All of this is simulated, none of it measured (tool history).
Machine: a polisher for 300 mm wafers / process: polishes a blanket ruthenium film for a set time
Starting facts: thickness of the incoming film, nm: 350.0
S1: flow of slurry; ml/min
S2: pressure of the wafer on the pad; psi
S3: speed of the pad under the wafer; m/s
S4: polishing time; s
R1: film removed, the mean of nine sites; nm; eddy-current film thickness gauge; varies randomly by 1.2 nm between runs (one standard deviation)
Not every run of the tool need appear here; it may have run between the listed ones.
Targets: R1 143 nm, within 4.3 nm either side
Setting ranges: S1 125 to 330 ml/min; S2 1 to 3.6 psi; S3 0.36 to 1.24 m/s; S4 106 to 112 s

{"run": 1, "hour": 0.0, "S1": 210, "S2": 2.3, "S3": 0.8, "S4": 106, "R1": 105.15}
{"run": 2, "hour": 1.0, "S1": 180, "S2": 2.3, "S3": 0.8, "S4": 106, "R1": 101.44}
{"run": 3, "hour": 4.4, "S1": 195, "S2": 2.4, "S3": 0.8, "S4": 106, "R1": 107.07}
{"run": 4, "hour": 11.4, "S1": 195, "S2": 2.4, "S3": 0.94, "S4": 106, "R1": 123.59}
{"run": 5, "hour": 18.0, "S1": 205, "S2": 2.4, "S3": 0.94, "S4": 106, "R1": 123.23}
{"run": 6, "hour": 20.3, "S1": 210, "S2": 2.5, "S3": 0.94, "S4": 106, "R1": 127.46}
{"run": 7, "hour": 24.2, "S1": 210, "S2": 2.6, "S3": 0.94, "S4": 106, "R1": 132.19}
{"run": 8, "hour": 30.6, "S1": 215, "S2": 2.7, "S3": 0.94, "S4": 106, "R1": 139.53}
{"run": 9, "hour": 35.4, "S1": 220, "S2": 2.7, "S3": 0.94, "S4": 106, "R1": 137.05}

Which one of the following 5 next-run settings gets every result inside its allowed miss? There is exactly one.
{"run": "A", "hour": 40.2, "S1": 205, "S2": 2.6, "S3": 0.88, "S4": 112, "R1": "?"}
{"run": "B", "hour": 40.2, "S1": 210, "S2": 3.2, "S3": 0.74, "S4": 106, "R1": "?"}
{"run": "C", "hour": 40.2, "S1": 200, "S2": 2.3, "S3": 1.04, "S4": 108, "R1": "?"}
{"run": "D", "hour": 40.2, "S1": 230, "S2": 2.5, "S3": 0.94, "S4": 109, "R1": "?"}
{"run": "E", "hour": 40.2, "S1": 215, "S2": 2.6, "S3": 1, "S4": 107, "R1": "?"}

move=A R1=133.12
move=B R1=135.62
move=C R1=129.64
move=D R1=132.98
move=E R1=141.39
A: further off than the last run
B: further off than the last run
C: further off than the last run
D: further off than the last run
E: every result lands within tolerance
E is the move that brings every result within its allowed miss.
